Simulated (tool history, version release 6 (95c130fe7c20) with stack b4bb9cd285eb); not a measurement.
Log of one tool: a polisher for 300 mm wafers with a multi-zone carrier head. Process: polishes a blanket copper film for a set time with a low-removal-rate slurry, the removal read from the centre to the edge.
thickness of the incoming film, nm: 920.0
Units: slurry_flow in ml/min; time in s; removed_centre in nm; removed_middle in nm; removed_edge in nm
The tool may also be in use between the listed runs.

| run | hour | slurry_flow | centre_zone | middle_zone | edge_zone | slurry_solids | time | removed_centre | removed_middle | removed_edge |
|---|---|---|---|---|---|---|---|---|---|---|
| 1 | 0 | 195 | 1 | 1 | 1 | 1 | 87 | 201.67 | 201.1 | 198.9 |
| 2 | 7.7 | 195 | 1 | 1 | 1 | 1 | 94 | 217.72 | 211.33 | 211.39 |
| 3 | 13.3 | 175 | 1 | 1 | 1 | 1 | 94 | 212.51 | 208.66 | 211.53 |
| 4 | 16.6 | 180 | 1 | 1 | 0.99 | 0.95 | 92 | 208.98 | 204.74 | 205.51 |
| 5 | 20.3 | 190 | 1 | 1 | 0.98 | 0.9 | 89 | 204.02 | 195.88 | 195.61 |
| 6 | 27.6 | 195 | 1 | 1 | 0.97 | 0.85 | 88 | 196.53 | 191.42 | 189.99 |
| 7 | 28.2 | 200 | 1 | 1 | 0.96 | 0.8 | 87 | 189.74 | 185.94 | 182.06 |
| 8 | 34.6 | 205 | 1 | 1 | 0.95 | 0.75 | 87 | 189.28 | 183.97 | 183.56 |
| 9 | 40.8 | 205 | 1.01 | 1.01 | 0.94 | 0.7 | 86 | 185.35 | 181.4 | 172.04 |
| 10 | 41.9 | 200 | 1.01 | 1.01 | 0.93 | 0.7 | 86 | 187.14 | 178.35 | 172.61 |
| 11 | 46.8 | 195 | 1.01 | 1.01 | 0.92 | 0.7 | 86 | 182.39 | 179.87 | 175.12 |
| 12 | 54.4 | 200 | 1.02 | 1.01 | 0.92 | 0.7 | 85 | 184.5 | 177.54 | 170.82 |
| 13 | 63.4 | 200 | 1.03 | 1.01 | 0.91 | 0.7 | 85 | 183.63 | 177.69 | 171.18 |
| 14 | 66.1 | 200 | 1.04 | 1.01 | 0.9 | 0.7 | 84 | 184.61 | 176.68 | 167.65 |

The next listed run, before its measurement:
| 15 | 70.7 | 200 | 1.04 | 1.01 | 0.89 | 0.7 | 84 | ? | ? | ? |

Run 15 gave removed_centre 188.81 nm, removed_middle 175.56 nm, removed_edge 164.81 nm.

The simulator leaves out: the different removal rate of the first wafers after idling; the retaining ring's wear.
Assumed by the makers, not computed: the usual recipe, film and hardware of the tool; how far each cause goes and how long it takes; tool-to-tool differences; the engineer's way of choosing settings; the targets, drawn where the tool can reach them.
